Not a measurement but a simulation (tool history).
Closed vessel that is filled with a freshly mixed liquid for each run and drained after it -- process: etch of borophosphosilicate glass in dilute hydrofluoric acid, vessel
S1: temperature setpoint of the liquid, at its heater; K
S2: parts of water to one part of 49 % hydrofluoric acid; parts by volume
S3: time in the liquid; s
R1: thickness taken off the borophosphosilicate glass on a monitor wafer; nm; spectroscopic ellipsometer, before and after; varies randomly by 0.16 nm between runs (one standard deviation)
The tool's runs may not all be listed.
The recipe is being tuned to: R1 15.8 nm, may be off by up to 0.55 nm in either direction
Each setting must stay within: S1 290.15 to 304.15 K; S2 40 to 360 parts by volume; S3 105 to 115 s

run,hour,S1,S2,S3,R1
1,0,296.15,200,105,19.814
2,8.1,294.65,200,105,18.634
3,12.9,292.65,200,105,17.324
4,19.3,292.15,200,105,17.006
5,26.3,292.15,165,105,21.21
6,29.3,295.65,165,105,24.675
7,37.7,294.15,175,105,21.789
8,45.6,293.15,185,105,19.296
9,48.9,292.15,190,105,17.965
10,55.5,291.65,190,105,17.49
11,58.6,291.15,190,105,17.478
12,65.9,291.15,195,105,16.93

Exercise: of the 4 proposed moves below, exactly one satisfies all targets within the stated allowed misses. Which move is it?
A,73.2,290.15,200,105,?
B,73.2,291.65,195,105,?
C,73.2,290.15,185,110,?
D,73.2,290.65,185,110,?

move,R1
A,15.653
B,17.111
C,18.001
D,18.36
A: hits every target within its allowed miss
B: further off than the last run
C: further off than the last run
D: further off than the last run
Correct choice: A, which meets every target

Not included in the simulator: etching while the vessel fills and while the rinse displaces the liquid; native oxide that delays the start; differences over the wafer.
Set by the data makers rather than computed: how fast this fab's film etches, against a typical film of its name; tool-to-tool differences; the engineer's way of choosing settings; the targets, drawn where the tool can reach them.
